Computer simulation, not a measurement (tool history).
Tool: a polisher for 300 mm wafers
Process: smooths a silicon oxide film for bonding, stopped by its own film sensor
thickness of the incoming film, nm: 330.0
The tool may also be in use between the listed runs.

run  hour  flow of slurry (ml/min)  pressure of the wafer on the pad (psi)  speed of the pad under the wafer (cm/s)  abrasive content of the slurry  target thickness at which the film sensor stops the polish (nm)  time until the film sensor stopped the polish (s)
  1   0.0                      285                                     2.5                                       82                             1.0                                                              299                                             57.170
  2   1.9                      285                                     2.7                                       82                             1.0                                                              299                                             53.533
  3   3.7                      285                                     2.9                                       82                             1.0                                                              299                                             49.660
  4   9.7                      285                                     3.0                                       82                             1.0                                                              299                                             49.006
  5  12.6                      285                                     3.1                                       82                             1.0                                                              299                                             47.169
  6  14.6                      285                                     3.2                                       82                             1.0                                                              299                                             46.458

Forecast run 7:
  7  15.7                      285                                     3.3                                       82                             1.0                                                              299                                                  ?

Run 7 gave time until the film sensor stopped the polish (s) 44.800.
